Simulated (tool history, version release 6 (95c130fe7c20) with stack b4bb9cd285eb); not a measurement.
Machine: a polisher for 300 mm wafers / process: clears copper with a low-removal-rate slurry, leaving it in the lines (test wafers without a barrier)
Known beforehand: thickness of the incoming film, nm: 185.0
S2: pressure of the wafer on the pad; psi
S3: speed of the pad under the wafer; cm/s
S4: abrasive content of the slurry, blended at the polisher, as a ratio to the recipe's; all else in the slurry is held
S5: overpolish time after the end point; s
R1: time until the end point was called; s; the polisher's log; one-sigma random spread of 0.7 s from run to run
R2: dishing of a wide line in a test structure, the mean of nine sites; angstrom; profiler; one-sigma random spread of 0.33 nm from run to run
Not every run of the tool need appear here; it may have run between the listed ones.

run 1 hour=0.0 | flow_of_slurry_(ml/min)=235 S2=2.1 S3=122 S4=1.00 S5=19 | R1=73.965 R2=336.61
run 2 hour=1.2 | flow_of_slurry_(ml/min)=235 S2=2.1 S3=122 S4=0.80 S5=19 | R1=78.122 R2=331.61
run 3 hour=2.3 | flow_of_slurry_(ml/min)=235 S2=2.2 S3=124 S4=0.90 S5=17 | R1=73.496 R2=312.82
run 4 hour=4.0 | flow_of_slurry_(ml/min)=270 S2=2.2 S3=124 S4=0.90 S5=17 | R1=70.531 R2=332.68
run 5 hour=12.3 | flow_of_slurry_(ml/min)=245 S2=2.4 S3=126 S4=1.00 S5=15 | R1=65.176 R2=317.89
run 6 hour=14.1 | flow_of_slurry_(ml/min)=245 S2=2.7 S3=126 S4=1.00 S5=15 | R1=55.950 R2=346.77
run 7 hour=18.5 | flow_of_slurry_(ml/min)=235 S2=2.8 S3=128 S4=1.05 S5=13 | R1=53.277 R2=324.99
run 8 hour=21.0 | flow_of_slurry_(ml/min)=225 S2=2.9 S3=130 S4=1.10 S5=12 | R1=49.488 R2=318.97
run 9 hour=27.9 | flow_of_slurry_(ml/min)=225 S2=3.0 S3=130 S4=1.15 S5=11 | R1=51.083 R2=302.36
run 10 hour=32.6 | flow_of_slurry_(ml/min)=210 S2=3.0 S3=134 S4=1.15 S5=10 | R1=47.126 R2=280.21

Forecast run 11:
run 11 hour=36.9 | flow_of_slurry_(ml/min)=205 S2=3.0 S3=136 S4=1.15 S5=10 | R1=? R2=?

R1: 46.631 s
R2: 284.02 angstrom
